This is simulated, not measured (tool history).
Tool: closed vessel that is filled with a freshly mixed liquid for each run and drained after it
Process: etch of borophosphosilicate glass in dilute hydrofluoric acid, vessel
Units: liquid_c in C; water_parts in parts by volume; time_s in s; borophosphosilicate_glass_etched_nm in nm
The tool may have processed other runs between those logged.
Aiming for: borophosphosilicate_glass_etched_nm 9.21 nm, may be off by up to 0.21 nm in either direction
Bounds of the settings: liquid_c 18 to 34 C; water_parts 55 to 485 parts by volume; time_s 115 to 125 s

run	day	liquid_c	water_parts	time_s	borophosphosilicate_glass_etched_nm
1	0	26	270	115	17.969
2	0.304	23	270	115	16.527
3	0.625	21.5	300	115	13.618
4	0.908	19	300	115	12.505
5	1.275	18.5	320	115	11.36
6	1.462	21	320	115	12.37
7	1.762	20	335	115	11.142
8	1.967	19.5	345	115	10.547

4 next moves are on the table. One of them brings every result within its allowed miss. Which?
A	2.171	18	365	120	?
B	2.171	20	395	125	?
C	2.171	21	400	115	?
D	2.171	18	380	115	?

move	borophosphosilicate_glass_etched_nm
A	9.648
B	9.7275
C	9.1095
D	8.774
A: nearer the targets than the last run, but a result is still out of spec
B: nearer the targets than the last run, but a result is still out of spec
C: in spec on every target
D: carries the result that was furthest off beyond its target, to the other side
C meets every target.
